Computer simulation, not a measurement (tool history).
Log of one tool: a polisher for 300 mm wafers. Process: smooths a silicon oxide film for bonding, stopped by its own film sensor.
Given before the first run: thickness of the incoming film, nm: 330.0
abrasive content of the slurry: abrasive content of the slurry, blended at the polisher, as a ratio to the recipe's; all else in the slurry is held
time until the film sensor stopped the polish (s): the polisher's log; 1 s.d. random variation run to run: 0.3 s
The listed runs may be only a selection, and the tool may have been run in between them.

run	hour	flow of slurry (ml/min)	pressure of the wafer on the pad (kPa)	speed of the pad under the wafer (m/s)	abrasive content of the slurry	target thickness at which the film sensor stops the polish (nm)	time until the film sensor stopped the polish (s)
1	0.0	200	15.2	1.12	1.0	281	66.049
2	2.3	205	17.2	1.16	1.0	281	57.338
3	6.2	205	18.6	1.22	1.0	281	51.219
4	14.7	205	20.0	1.28	1.0	281	45.946
5	17.8	210	20.7	1.32	1.0	281	43.245
6	26.6	210	21.4	1.36	1.0	281	41.350
7	30.7	210	21.4	1.36	1.0	281	41.394
8	37.9	210	21.4	1.36	1.0	281	41.013

Run 9 is up next; what results do you expect?
9	46.8	210	22.1	1.40	1.0	281	?

{"run 9": {"time until the film sensor stopped the polish (s)": 39.534}}
